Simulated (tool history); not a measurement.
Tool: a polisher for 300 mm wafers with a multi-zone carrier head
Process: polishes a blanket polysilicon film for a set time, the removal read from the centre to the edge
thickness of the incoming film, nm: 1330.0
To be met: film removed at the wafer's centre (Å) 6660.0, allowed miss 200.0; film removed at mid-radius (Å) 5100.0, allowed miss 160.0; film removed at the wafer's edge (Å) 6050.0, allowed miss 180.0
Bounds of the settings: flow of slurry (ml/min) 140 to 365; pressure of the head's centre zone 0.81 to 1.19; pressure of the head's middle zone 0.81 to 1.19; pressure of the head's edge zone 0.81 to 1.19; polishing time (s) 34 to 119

run,day,flow of slurry (ml/min),pressure of the head's centre zone,pressure of the head's middle zone,pressure of the head's edge zone,polishing time (s),film removed at the wafer's centre (Å),film removed at mid-radius (Å),film removed at the wafer's edge (Å)
1,0.000,235,1.00,1.00,1.00,76,4125.2,4005.5,3923.0
2,0.117,240,1.02,0.98,1.03,80,4395.7,4151.8,4295.5
3,0.308,190,1.02,0.98,1.03,80,4189.9,4040.5,4178.8
4,0.654,210,1.05,0.97,1.05,82,4642.7,4210.5,4371.7
5,0.858,210,1.05,0.97,1.00,82,4478.1,4178.8,4258.9
6,1.038,220,1.06,0.96,1.03,84,4705.9,4307.7,4462.0
7,1.108,230,1.08,0.95,1.05,86,4957.0,4315.6,4667.5
8,1.133,240,1.09,0.95,1.07,88,5044.1,4508.0,4808.7
9,1.258,245,1.11,0.93,1.07,91,5454.7,4530.1,4996.9
10,1.517,250,1.12,0.93,1.09,93,5513.8,4738.8,5149.7
11,1.758,250,1.12,0.93,1.09,93,5580.0,4627.5,5062.9
12,1.929,250,1.12,0.92,1.10,95,5644.7,4668.7,5184.9

Which of these 5 next moves meets every target?
A,2.100,195,1.06,1.12,1.03,90,?,?,?
B,2.100,230,1.16,0.88,1.13,108,?,?,?
C,2.100,240,0.83,0.91,1.18,101,?,?,?
D,2.100,260,1.07,0.93,1.05,106,?,?,?
E,2.100,280,0.81,0.87,1.19,108,?,?,?

move,film removed at the wafer's centre (Å),film removed at mid-radius (Å),film removed at the wafer's edge (Å)
A,5003.4,5110.5,4733.4
B,6626.4,5167.1,6028.4
C,4560.4,4979.8,5777.8
D,6099.5,5341.8,5742.8
E,4833.3,5213.5,6266.1
A: further off than the last run
B: meets every target
C: further off than the last run
D: nearer than the last run, and not there yet
E: further off than the last run
Answer: B
